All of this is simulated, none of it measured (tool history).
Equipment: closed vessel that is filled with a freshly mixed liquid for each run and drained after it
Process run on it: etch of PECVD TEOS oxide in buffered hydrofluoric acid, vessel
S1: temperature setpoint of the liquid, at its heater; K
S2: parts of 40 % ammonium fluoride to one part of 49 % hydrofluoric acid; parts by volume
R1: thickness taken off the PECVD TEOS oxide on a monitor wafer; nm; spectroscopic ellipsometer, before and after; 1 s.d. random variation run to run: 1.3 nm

run 1 hour=0.0 | S1=296.15 S2=21.0 time_in_the_liquid_(s)=100 | R1=104.38
run 2 hour=6.9 | S1=298.65 S2=21.0 time_in_the_liquid_(s)=100 | R1=119.36
run 3 hour=11.4 | S1=298.65 S2=16.0 time_in_the_liquid_(s)=100 | R1=151.53
run 4 hour=19.6 | S1=298.65 S2=11.5 time_in_the_liquid_(s)=100 | R1=208.98
run 5 hour=27.5 | S1=298.65 S2=11.5 time_in_the_liquid_(s)=105 | R1=221.32
run 6 hour=32.8 | S1=298.65 S2=15.5 time_in_the_liquid_(s)=105 | R1=166.59
run 7 hour=34.4 | S1=299.65 S2=14.5 time_in_the_liquid_(s)=105 | R1=185.39
run 8 hour=42.8 | S1=300.65 S2=13.5 time_in_the_liquid_(s)=105 | R1=209.55
run 9 hour=47.0 | S1=301.15 S2=13.0 time_in_the_liquid_(s)=105 | R1=224.64

Run 10 has not been measured yet. What should we expect?
run 10 hour=55.5 | S1=301.65 S2=13.0 time_in_the_liquid_(s)=105 | R1=?

Logged for run 10: R1 229.14 nm.

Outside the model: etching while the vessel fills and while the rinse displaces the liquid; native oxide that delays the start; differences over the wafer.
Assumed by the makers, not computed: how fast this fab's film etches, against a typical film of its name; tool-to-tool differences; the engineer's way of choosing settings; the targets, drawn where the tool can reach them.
